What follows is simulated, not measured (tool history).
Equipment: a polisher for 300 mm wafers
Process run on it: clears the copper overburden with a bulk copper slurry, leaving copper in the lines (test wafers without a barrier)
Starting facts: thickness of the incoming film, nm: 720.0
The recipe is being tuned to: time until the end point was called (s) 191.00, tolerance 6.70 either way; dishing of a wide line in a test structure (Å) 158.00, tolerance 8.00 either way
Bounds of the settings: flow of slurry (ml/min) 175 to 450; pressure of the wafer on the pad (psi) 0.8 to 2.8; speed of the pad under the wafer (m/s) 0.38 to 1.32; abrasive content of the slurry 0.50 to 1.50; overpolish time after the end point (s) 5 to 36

| run | hour | flow of slurry (ml/min) | pressure of the wafer on the pad (psi) | speed of the pad under the wafer (m/s) | abrasive content of the slurry | overpolish time after the end point (s) | time until the end point was called (s) | dishing of a wide line in a test structure (Å) |
|---|---|---|---|---|---|---|---|---|
| 1 | 0.0 | 290 | 1.8 | 0.84 | 1.00 | 18 | 112.00 | 612.58 |
| 2 | 4.8 | 345 | 1.8 | 0.84 | 1.00 | 18 | 108.77 | 620.84 |
| 3 | 5.4 | 360 | 1.6 | 0.82 | 1.00 | 16 | 126.27 | 508.28 |
| 4 | 12.1 | 375 | 1.5 | 0.82 | 1.00 | 14 | 133.88 | 442.42 |
| 5 | 21.2 | 385 | 1.4 | 0.82 | 1.00 | 13 | 141.47 | 406.53 |
| 6 | 30.1 | 385 | 1.2 | 0.82 | 1.00 | 13 | 163.83 | 340.28 |
| 7 | 38.1 | 390 | 0.8 | 0.86 | 1.05 | 5 | 224.66 | 109.76 |
| 8 | 41.5 | 395 | 0.8 | 0.86 | 1.05 | 5 | 231.43 | 114.94 |
| 9 | 42.5 | 400 | 0.8 | 0.86 | 1.05 | 5 | 228.70 | 116.14 |
| 10 | 44.3 | 405 | 0.8 | 0.86 | 1.05 | 5 | 227.57 | 115.00 |
| 11 | 49.1 | 410 | 1.0 | 0.86 | 1.00 | 5 | 187.66 | 139.11 |

Pick the move, out of 5, that brings all results within their allowed miss; only one does.
| A | 53.9 | 445 | 1.2 | 0.80 | 0.85 | 6 | ? | ? |
| B | 53.9 | 365 | 0.8 | 1.00 | 1.15 | 7 | ? | ? |
| C | 53.9 | 425 | 1.2 | 0.74 | 1.15 | 5 | ? | ? |
| D | 53.9 | 390 | 1.2 | 0.74 | 0.80 | 7 | ? | ? |
| E | 53.9 | 380 | 1.1 | 0.82 | 0.80 | 6 | ? | ? |

| move | time until the end point was called (s) | dishing of a wide line in a test structure (Å) |
|---|---|---|
| A | 170.67 | 172.63 |
| B | 189.71 | 177.18 |
| C | 171.25 | 145.64 |
| D | 188.53 | 181.38 |
| E | 185.83 | 159.25 |
A: pushes the last run's worst result past its target
B: pushes the last run's worst result past its target
C: lands further from the targets than the last run did
D: pushes the last run's worst result past its target
E: every result lands within tolerance
Answer: E
